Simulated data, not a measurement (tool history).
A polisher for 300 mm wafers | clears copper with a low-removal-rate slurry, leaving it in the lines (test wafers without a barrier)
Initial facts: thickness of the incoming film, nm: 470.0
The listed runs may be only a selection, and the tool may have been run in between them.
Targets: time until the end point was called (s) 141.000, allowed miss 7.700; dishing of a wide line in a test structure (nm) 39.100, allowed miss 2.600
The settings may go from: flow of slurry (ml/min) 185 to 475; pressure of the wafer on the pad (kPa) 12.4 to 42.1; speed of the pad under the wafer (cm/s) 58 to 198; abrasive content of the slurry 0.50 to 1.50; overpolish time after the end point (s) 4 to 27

run	hour	flow of slurry (ml/min)	pressure of the wafer on the pad (kPa)	speed of the pad under the wafer (cm/s)	abrasive content of the slurry	overpolish time after the end point (s)	time until the end point was called (s)	dishing of a wide line in a test structure (nm)
1	0.0	305	26.9	128	1.00	14	83.079	49.701
2	6.0	305	26.9	128	1.00	17	84.630	55.957
3	12.7	305	26.9	108	1.00	17	101.070	48.671
4	16.6	305	26.9	108	1.00	22	99.550	60.738
5	21.7	305	31.7	108	1.00	22	85.232	68.547
6	29.5	305	31.7	108	1.00	26	85.233	74.914
7	30.5	305	28.3	106	1.00	24	96.993	65.906
8	37.2	305	28.3	106	1.00	24	98.671	65.731
9	41.1	305	26.2	104	1.00	22	105.140	57.763
10	43.5	305	24.1	102	1.00	21	115.470	51.141
11	51.8	305	17.9	100	1.00	18	156.400	36.100
12	58.4	305	18.6	100	1.00	18	153.430	36.572

Of the 5 settings listed for the next run, only one would bring every result within its allowed miss of target. Which one?
A	65.0	305	19.3	84	1.10	16	?	?
B	65.0	350	20.0	102	0.90	18	?	?
C	65.0	290	19.3	106	1.10	15	?	?
D	65.0	320	17.2	96	1.20	19	?	?
E	65.0	335	22.8	98	0.95	13	?	?

move	time until the end point was called (s)	dishing of a wide line in a test structure (nm)
A	170.510	31.014
B	138.600	40.623
C	137.370	35.216
D	163.860	36.764
E	126.860	33.650
A: misses by more than the last run did
B: every result within its allowed miss
C: puts the biggest miss on target and leaves a different result outside tolerance
D: misses by more than the last run did
E: the result that was furthest off in the last run now lies on the other side of its target
B meets every target.
